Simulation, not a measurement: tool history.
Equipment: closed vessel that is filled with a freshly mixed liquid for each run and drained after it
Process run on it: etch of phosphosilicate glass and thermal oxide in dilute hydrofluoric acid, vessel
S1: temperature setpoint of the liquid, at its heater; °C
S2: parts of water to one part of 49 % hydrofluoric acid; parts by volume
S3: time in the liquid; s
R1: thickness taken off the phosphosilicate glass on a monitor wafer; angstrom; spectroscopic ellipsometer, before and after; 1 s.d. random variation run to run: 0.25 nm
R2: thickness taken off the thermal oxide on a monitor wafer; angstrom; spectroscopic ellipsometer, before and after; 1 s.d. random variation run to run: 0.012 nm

run,hour,S1,S2,S3,R1,R2
1,0,23,150,60,573.67,17.039
2,3.8,25,150,60,623.68,18.756
3,8.9,25,150,35,366.82,10.91
4,18.1,27.5,150,35,405.74,11.998
5,19.8,25,155,35,348.25,10.74
6,27.8,23.5,155,35,327.66,9.868
7,29.7,22.5,155,35,315.88,9.5411

What will run 8 give?
8,36.1,21.5,155,35,?,?

Run 8 yielded R1 309.51 angstrom, R2 9.0552 angstrom.
